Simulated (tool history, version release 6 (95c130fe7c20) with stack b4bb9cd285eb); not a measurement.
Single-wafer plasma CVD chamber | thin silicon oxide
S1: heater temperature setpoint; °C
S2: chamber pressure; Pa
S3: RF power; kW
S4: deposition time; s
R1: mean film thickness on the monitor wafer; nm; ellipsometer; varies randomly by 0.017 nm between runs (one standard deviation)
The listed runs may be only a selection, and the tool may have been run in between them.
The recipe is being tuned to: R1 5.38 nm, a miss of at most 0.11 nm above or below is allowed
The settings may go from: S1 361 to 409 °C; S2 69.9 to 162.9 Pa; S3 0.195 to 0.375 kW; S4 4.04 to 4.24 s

run 1 hour=0 | S1=385 S2=116.4 S3=0.285 S4=4.24 | R1=7.2203
run 2 hour=4.8 | S1=385 S2=109.7 S3=0.285 S4=4.24 | R1=6.8124
run 3 hour=6.5 | S1=385 S2=109.7 S3=0.285 S4=4.04 | R1=6.4791
run 4 hour=15.3 | S1=385 S2=106 S3=0.285 S4=4.04 | R1=6.2425
run 5 hour=21.7 | S1=391 S2=106 S3=0.285 S4=4.04 | R1=6.2178
run 6 hour=22.2 | S1=391 S2=103.2 S3=0.285 S4=4.04 | R1=6.0092
run 7 hour=26.6 | S1=392 S2=101.3 S3=0.285 S4=4.04 | R1=5.9303
run 8 hour=32.3 | S1=392 S2=99.6 S3=0.285 S4=4.04 | R1=5.7725
run 9 hour=38.2 | S1=393 S2=98.5 S3=0.285 S4=4.04 | R1=5.7046
run 10 hour=46.6 | S1=394 S2=97.7 S3=0.285 S4=4.04 | R1=5.6364
run 11 hour=52 | S1=395 S2=97.2 S3=0.285 S4=4.04 | R1=5.5855
run 12 hour=59.2 | S1=396 S2=96.8 S3=0.285 S4=4.04 | R1=5.5663
run 13 hour=61.9 | S1=397 S2=96.4 S3=0.285 S4=4.04 | R1=5.5564
run 14 hour=67.1 | S1=397 S2=95.9 S3=0.285 S4=4.04 | R1=5.5099

Which single option among these 5 for the next run brings every result within its allowed miss of target? Just one does.
run A hour=72.3 | S1=404 S2=99.3 S3=0.26 S4=4.19 | R1=?
run B hour=72.3 | S1=387 S2=93.6 S3=0.3 S4=4.19 | R1=?
run C hour=72.3 | S1=393 S2=95.1 S3=0.295 S4=4.13 | R1=?
run D hour=72.3 | S1=396 S2=95.6 S3=0.285 S4=4.19 | R1=?
run E hour=72.3 | S1=389 S2=93.6 S3=0.265 S4=4.24 | R1=?

move=A R1=5.5653
move=B R1=5.7516
move=C R1=5.6973
move=D R1=5.683
move=E R1=5.3663
A: further off than the last run
B: further off than the last run
C: further off than the last run
D: further off than the last run
E: meets every target
Correct choice: E, which meets every target
